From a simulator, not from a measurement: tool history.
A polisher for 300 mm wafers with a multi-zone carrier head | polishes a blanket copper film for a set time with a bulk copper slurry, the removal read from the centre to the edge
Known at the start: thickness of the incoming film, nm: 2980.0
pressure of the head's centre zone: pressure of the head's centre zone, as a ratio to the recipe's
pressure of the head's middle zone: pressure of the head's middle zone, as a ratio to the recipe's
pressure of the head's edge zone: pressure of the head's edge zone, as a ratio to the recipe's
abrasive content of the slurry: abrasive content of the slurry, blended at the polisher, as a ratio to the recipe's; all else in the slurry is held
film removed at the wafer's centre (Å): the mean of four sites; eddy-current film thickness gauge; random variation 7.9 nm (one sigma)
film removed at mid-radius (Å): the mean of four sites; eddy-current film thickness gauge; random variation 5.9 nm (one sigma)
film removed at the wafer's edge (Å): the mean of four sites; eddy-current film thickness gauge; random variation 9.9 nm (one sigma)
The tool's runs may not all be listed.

run,hour,flow of slurry (ml/min),pressure of the head's centre zone,pressure of the head's middle zone,pressure of the head's edge zone,abrasive content of the slurry,polishing time (s),film removed at the wafer's centre (Å),film removed at mid-radius (Å),film removed at the wafer's edge (Å)
1,0.0,195,1.00,1.00,1.00,1.00,73,7032.6,6883.6,7065.5
2,5.6,205,1.02,1.01,1.02,1.05,73,7502.5,7147.9,7081.8
3,8.3,205,0.96,1.01,1.02,1.05,73,6884.8,7189.4,7165.0
4,10.2,205,0.96,1.01,1.11,1.05,73,6779.3,7151.1,7537.9
5,12.9,205,0.96,1.01,1.11,1.05,82,7768.6,7944.6,8407.6
6,17.3,205,0.96,1.01,1.07,1.05,82,7820.5,7959.8,8334.9
7,22.2,215,0.97,1.01,1.07,1.05,82,7940.5,8129.5,8363.8

The next listed run, before its measurement:
8,24.0,220,0.98,1.01,1.07,1.05,82,?,?,?

film removed at the wafer's centre (Å): 8025.5
film removed at mid-radius (Å): 8109.7
film removed at the wafer's edge (Å): 8271.4
